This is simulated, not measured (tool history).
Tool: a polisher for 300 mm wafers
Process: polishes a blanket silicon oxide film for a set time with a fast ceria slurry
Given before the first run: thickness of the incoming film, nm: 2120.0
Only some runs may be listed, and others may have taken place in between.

run,day,flow of slurry (ml/min),pressure of the wafer on the pad (kPa),speed of the pad under the wafer (cm/s),polishing time (s),film removed (angstrom)
1,0,140,21.4,128,25,6535.4
2,0.221,135,19.3,124,25,5745.5
3,0.488,135,22.1,124,25,6592.4
4,0.654,135,20,120,25,5763.1
5,0.971,135,18.6,116,25,5240
6,1.258,135,18.6,128,25,5696.5
7,1.383,110,12.4,92,25,2691.5

Predict the results of run 8:
8,1.742,135,13.1,92,25,?

film removed (angstrom): 2994.1
